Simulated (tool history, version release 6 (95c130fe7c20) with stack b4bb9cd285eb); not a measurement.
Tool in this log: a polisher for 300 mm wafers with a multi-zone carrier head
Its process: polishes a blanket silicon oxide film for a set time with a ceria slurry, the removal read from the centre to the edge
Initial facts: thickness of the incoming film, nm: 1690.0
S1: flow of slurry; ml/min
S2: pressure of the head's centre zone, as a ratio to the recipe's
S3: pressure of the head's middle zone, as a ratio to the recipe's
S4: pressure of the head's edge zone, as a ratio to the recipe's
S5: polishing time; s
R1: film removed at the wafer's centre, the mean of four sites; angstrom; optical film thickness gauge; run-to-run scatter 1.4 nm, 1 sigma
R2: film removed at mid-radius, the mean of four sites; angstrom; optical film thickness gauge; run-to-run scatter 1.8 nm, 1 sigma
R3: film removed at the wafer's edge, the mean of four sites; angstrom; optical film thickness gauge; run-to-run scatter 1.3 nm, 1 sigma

run 1 hour=0 | S1=215 S2=1 S3=1 S4=1 S5=33 | R1=1438.8 R2=1419.1 R3=1427.3
run 2 hour=8.6 | S1=225 S2=0.98 S3=1.02 S4=1.04 S5=34 | R1=1486.2 R2=1506.2 R3=1512
run 3 hour=11.6 | S1=250 S2=0.98 S3=1.02 S4=1.04 S5=34 | R1=1474.4 R2=1506.9 R3=1515.9
run 4 hour=16.5 | S1=250 S2=0.94 S3=1.02 S4=1.04 S5=34 | R1=1424.4 R2=1509.9 R3=1527.1
run 5 hour=23 | S1=250 S2=0.94 S3=1.02 S4=1.09 S5=34 | R1=1419.9 R2=1504.5 R3=1554.7
run 6 hour=24.5 | S1=200 S2=0.94 S3=1.02 S4=1.09 S5=34 | R1=1379.2 R2=1463.1 R3=1534.7

Run 7, settings as shown, results not yet in. Your forecast:
run 7 hour=25.5 | S1=220 S2=0.92 S3=1.12 S4=1.18 S5=40 | R1=? R2=? R3=?

R1: 1616.3 angstrom
R2: 1862.4 angstrom
R3: 1897.7 angstrom
